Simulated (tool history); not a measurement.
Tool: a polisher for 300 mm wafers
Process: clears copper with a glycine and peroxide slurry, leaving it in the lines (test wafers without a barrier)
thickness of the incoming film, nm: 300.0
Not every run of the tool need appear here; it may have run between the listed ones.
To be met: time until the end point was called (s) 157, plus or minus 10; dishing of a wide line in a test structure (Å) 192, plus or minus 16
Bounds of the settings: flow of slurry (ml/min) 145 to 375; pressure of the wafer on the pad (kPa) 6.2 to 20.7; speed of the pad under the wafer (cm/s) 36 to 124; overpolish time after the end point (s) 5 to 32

run	hour	flow of slurry (ml/min)	pressure of the wafer on the pad (kPa)	speed of the pad under the wafer (cm/s)	overpolish time after the end point (s)	time until the end point was called (s)	dishing of a wide line in a test structure (Å)
1	0	240	13.1	80	16	91.555	345
2	4.6	240	12.4	76	15	98.28	287.65
3	8.7	240	11	76	15	103.57	287.45
4	13.8	285	11	76	15	103.2	279.22
5	14.8	285	10.3	72	15	110.8	271.55
6	19.9	285	9.7	70	15	116.28	259.16
7	20.8	285	9	68	15	125.82	246.27
8	27.2	285	8.3	66	15	134.85	227.3
9	27.9	285	6.9	64	15	149.41	215.08

Which of these 5 next moves meets every target?
A	28.6	285	6.9	58	11	?	?
B	28.6	360	7.6	68	12	?	?
C	28.6	355	6.2	62	12	?	?
D	28.6	285	6.9	60	14	?	?
E	28.6	270	6.2	66	11	?	?

move	time until the end point was called (s)	dishing of a wide line in a test structure (Å)
A	159.14	155.2
B	136.66	191.35
C	159.38	167.7
D	156.47	195.97
E	158.01	155.73
A: moves the result that the last run missed by most past its target, out the other side
B: brings the last run's worst result on target, with another outside its allowed miss
C: moves the result that the last run missed by most past its target, out the other side
D: hits every target within its allowed miss
E: moves the result that the last run missed by most past its target, out the other side
Correct choice: D, which meets every target

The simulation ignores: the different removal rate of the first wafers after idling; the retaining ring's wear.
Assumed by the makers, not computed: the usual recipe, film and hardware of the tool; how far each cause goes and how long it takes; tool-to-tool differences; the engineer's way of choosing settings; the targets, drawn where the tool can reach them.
